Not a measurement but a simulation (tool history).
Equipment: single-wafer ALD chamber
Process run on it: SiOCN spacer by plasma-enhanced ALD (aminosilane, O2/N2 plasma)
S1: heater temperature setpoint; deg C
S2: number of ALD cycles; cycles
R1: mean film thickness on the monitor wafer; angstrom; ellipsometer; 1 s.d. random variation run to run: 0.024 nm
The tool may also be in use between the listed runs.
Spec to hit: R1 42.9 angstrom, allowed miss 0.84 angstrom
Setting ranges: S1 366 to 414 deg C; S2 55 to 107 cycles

run	hour	S1	S2	R1
1	0	390	81	49.666
2	3.2	381	81	49.516
3	9.8	374	81	49.879
4	16	374	90	55.517
5	18.7	374	82	50.043
6	21.7	374	75	45.418
7	25.8	374	74	45.469
8	34.8	374	73	44.464
9	40	374	72	43.754

Next run, 4 choices. One meets every target within its allowed miss, the rest don't. Which?
A	45.2	373	74	?
B	45.2	369	70	?
C	45.2	380	68	?
D	45.2	366	74	?

move	R1
A	44.862
B	42.437
C	41.224
D	44.862
A: its largest miss is bigger than the last run's
B: every result lands within tolerance
C: the result that was furthest off in the last run now lies on the other side of its target
D: its largest miss is bigger than the last run's
The move that meets every target is B.

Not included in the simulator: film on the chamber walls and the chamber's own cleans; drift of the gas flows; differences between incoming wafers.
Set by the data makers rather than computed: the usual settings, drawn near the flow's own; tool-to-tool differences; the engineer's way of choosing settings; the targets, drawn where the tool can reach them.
